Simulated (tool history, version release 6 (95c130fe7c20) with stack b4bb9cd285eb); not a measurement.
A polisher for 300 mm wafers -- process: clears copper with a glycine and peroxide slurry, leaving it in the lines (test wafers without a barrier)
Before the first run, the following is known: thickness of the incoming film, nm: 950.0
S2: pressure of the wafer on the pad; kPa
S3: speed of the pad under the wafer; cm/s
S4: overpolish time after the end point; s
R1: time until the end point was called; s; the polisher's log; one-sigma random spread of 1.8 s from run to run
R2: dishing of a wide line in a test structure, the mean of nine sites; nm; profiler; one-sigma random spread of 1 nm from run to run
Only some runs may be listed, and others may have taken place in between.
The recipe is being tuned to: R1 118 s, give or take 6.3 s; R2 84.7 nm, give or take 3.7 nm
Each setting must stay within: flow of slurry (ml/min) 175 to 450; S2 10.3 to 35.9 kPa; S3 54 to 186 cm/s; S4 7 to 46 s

run 1 hour=0 | flow_of_slurry_(ml/min)=290 S2=22.8 S3=118 S4=24 | R1=149.24 R2=92.881
run 2 hour=8.5 | flow_of_slurry_(ml/min)=290 S2=22.8 S3=94 S4=24 | R1=170.85 R2=82.37
run 3 hour=16.4 | flow_of_slurry_(ml/min)=290 S2=25.5 S3=94 S4=22 | R1=155.49 R2=83.6
run 4 hour=19.6 | flow_of_slurry_(ml/min)=290 S2=27.6 S3=94 S4=20 | R1=143.06 R2=83.513
run 5 hour=27.4 | flow_of_slurry_(ml/min)=290 S2=27.6 S3=94 S4=24 | R1=147.06 R2=94.564
run 6 hour=28.2 | flow_of_slurry_(ml/min)=290 S2=29 S3=96 S4=22 | R1=139.57 R2=94.336
run 7 hour=32.3 | flow_of_slurry_(ml/min)=295 S2=33.1 S3=104 S4=11 | R1=112.91 R2=62.92
run 8 hour=39 | flow_of_slurry_(ml/min)=295 S2=33.1 S3=104 S4=13 | R1=115.45 R2=69.915
run 9 hour=40 | flow_of_slurry_(ml/min)=295 S2=33.1 S3=102 S4=14 | R1=117.03 R2=75.335
run 10 hour=47 | flow_of_slurry_(ml/min)=295 S2=33.1 S3=100 S4=15 | R1=120.21 R2=79.315
run 11 hour=50.1 | flow_of_slurry_(ml/min)=295 S2=33.8 S3=100 S4=15 | R1=114.56 R2=79.926
run 12 hour=51 | flow_of_slurry_(ml/min)=295 S2=33.8 S3=98 S4=15 | R1=119.79 R2=78.056
run 13 hour=59.1 | flow_of_slurry_(ml/min)=295 S2=34.5 S3=98 S4=15 | R1=114.63 R2=80.498
run 14 hour=67.8 | flow_of_slurry_(ml/min)=295 S2=34.5 S3=96 S4=15 | R1=115.37 R2=77.249

Exactly one of the 5 candidate moves below puts every result within its allowed miss. Which one?
run A hour=76.5 | flow_of_slurry_(ml/min)=220 S2=32.4 S3=102 S4=13 | R1=? R2=?
run B hour=76.5 | flow_of_slurry_(ml/min)=305 S2=35.2 S3=108 S4=13 | R1=? R2=?
run C hour=76.5 | flow_of_slurry_(ml/min)=290 S2=26.2 S3=132 S4=17 | R1=? R2=?
run D hour=76.5 | flow_of_slurry_(ml/min)=320 S2=33.1 S3=98 S4=15 | R1=? R2=?
run E hour=76.5 | flow_of_slurry_(ml/min)=320 S2=34.5 S3=108 S4=15 | R1=? R2=?

move=A R1=121.7 R2=66.843
move=B R1=104.19 R2=75.792
move=C R1=116 R2=84.172
move=D R1=118.29 R2=76.72
move=E R1=105.61 R2=83.674
A: its largest miss is bigger than the last run's
B: its largest miss is bigger than the last run's
C: hits every target within its allowed miss
D: its largest miss is bigger than the last run's
E: brings the result that was furthest off to its target, and leaves another outside
C meets every target.
